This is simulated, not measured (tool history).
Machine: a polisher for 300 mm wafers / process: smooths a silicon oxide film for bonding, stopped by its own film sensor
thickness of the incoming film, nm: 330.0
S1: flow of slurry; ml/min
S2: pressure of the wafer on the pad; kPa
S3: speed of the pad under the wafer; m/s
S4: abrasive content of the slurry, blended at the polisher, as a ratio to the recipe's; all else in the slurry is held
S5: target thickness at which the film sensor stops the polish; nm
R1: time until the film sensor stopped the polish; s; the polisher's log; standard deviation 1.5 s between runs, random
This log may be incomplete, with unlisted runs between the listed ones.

{"run": 1, "day": 0.0, "S1": 240, "S2": 11.7, "S3": 0.74, "S4": 1.0, "S5": 259, "R1": 145.57}
{"run": 2, "day": 0.346, "S1": 240, "S2": 11.7, "S3": 0.9, "S4": 1.0, "S5": 259, "R1": 123.99}
{"run": 3, "day": 0.425, "S1": 240, "S2": 10.3, "S3": 0.9, "S4": 1.0, "S5": 259, "R1": 136.49}
{"run": 4, "day": 0.512, "S1": 295, "S2": 10.3, "S3": 0.9, "S4": 1.0, "S5": 259, "R1": 136.34}
{"run": 5, "day": 0.846, "S1": 295, "S2": 10.3, "S3": 0.9, "S4": 1.0, "S5": 255, "R1": 143.93}
{"run": 6, "day": 1.183, "S1": 295, "S2": 10.3, "S3": 0.9, "S4": 1.1, "S5": 255, "R1": 134.55}

Estimate the outcome of run 7 from the log above:
{"run": 7, "day": 1.329, "S1": 295, "S2": 9.7, "S3": 0.9, "S4": 1.1, "S5": 255, "R1": "?"}

Run 7 measured R1 144.96 s.
